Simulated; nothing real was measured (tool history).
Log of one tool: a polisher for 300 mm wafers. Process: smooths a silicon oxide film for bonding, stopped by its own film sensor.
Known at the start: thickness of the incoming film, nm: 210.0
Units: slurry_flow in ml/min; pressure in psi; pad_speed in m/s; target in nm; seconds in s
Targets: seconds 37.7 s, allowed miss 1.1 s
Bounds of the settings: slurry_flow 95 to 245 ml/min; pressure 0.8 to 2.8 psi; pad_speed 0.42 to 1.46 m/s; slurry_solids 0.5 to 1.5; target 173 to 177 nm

run,day,slurry_flow,pressure,pad_speed,slurry_solids,target,seconds
1,0,155,1.8,0.94,1,173,53.931
2,0.067,155,1.8,0.94,1,177,48.026
3,0.283,155,1.8,0.8,1,177,55.273
4,0.625,155,2.1,0.8,1,177,47.457
5,0.808,155,2.1,0.8,0.85,177,49.754
6,1.092,155,2.1,0.8,0.85,173,54.905
7,1.208,195,2.6,0.82,0.85,173,43.219
8,1.308,195,2.6,0.84,0.85,173,41.944
9,1.571,195,2.7,0.86,0.85,173,39.447

Which of these 4 next moves meets every target?
A,1.833,165,2.6,1.02,0.7,174,?
B,1.833,215,2.4,0.84,0.8,176,?
C,1.833,185,2.6,0.88,0.85,173,?
D,1.833,195,2.6,0.78,0.95,175,?

move,seconds
A,37.549
B,41.618
C,40.585
D,40.74
A: meets every target
B: further off than the last run
C: further off than the last run
D: further off than the last run
Move A is the one to make.
